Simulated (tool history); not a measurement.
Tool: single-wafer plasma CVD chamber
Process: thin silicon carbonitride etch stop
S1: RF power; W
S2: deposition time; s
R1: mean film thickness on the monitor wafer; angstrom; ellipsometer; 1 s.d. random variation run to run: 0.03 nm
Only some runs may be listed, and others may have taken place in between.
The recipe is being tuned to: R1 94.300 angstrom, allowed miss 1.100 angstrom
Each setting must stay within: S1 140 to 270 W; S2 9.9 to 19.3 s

run  hour   S1    S2      R1
  1   0.0  205  14.6  81.655
  2   1.4  215  14.6  82.443
  3   9.8  225  14.9  84.632
  4  16.2  210  14.9  83.067
  5  19.0  235  14.9  86.051
  6  26.0  240  15.1  87.656
  7  33.2  245  15.3  89.542
  8  35.6  250  15.4  90.596

Consider the 5 candidate settings below. Which is the only one whose results all fall within their allowed miss of target?
  A  38.0  245  16.1   ?
  B  38.0  260  16.4   ?
  C  38.0  265  16.4   ?
  D  38.0  250  15.5   ?
  E  38.0  270  15.4   ?

move      R1
   A  93.998
   B  97.265
   C  97.758
   D  90.979
   E  92.255
A: each result inside its tolerance
B: takes the biggest miss from the last run beyond its target
C: takes the biggest miss from the last run beyond its target
D: moves toward the targets from the last run without getting all of them in spec
E: moves toward the targets from the last run without getting all of them in spec
Correct choice: A, which meets every target
